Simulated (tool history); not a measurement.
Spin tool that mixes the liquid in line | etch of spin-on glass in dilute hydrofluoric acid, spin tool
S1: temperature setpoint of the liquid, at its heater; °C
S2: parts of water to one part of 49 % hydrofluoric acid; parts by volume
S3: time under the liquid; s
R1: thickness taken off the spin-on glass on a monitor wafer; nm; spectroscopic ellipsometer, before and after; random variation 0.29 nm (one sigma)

| run | day | S1 | S2 | S3 | R1 |
|---|---|---|---|---|---|
| 1 | 0.000 | 22.0 | 75 | 35 | 21.009 |
| 2 | 0.258 | 22.0 | 75 | 25 | 15.000 |
| 3 | 0.354 | 23.5 | 65 | 25 | 18.677 |
| 4 | 0.521 | 23.5 | 65 | 35 | 25.684 |
| 5 | 0.767 | 25.5 | 65 | 35 | 27.935 |
| 6 | 0.867 | 26.5 | 65 | 35 | 29.223 |
| 7 | 1.233 | 27.0 | 65 | 35 | 30.122 |
| 8 | 1.475 | 27.5 | 65 | 35 | 30.099 |
| 9 | 1.542 | 30.0 | 50 | 35 | 44.727 |
| 10 | 1.829 | 29.5 | 50 | 35 | 43.545 |

Run 11 comes next. What will it give?
| 11 | 1.988 | 29.0 | 50 | 35 | ? |

{"run 11": {"R1": 43.023}}
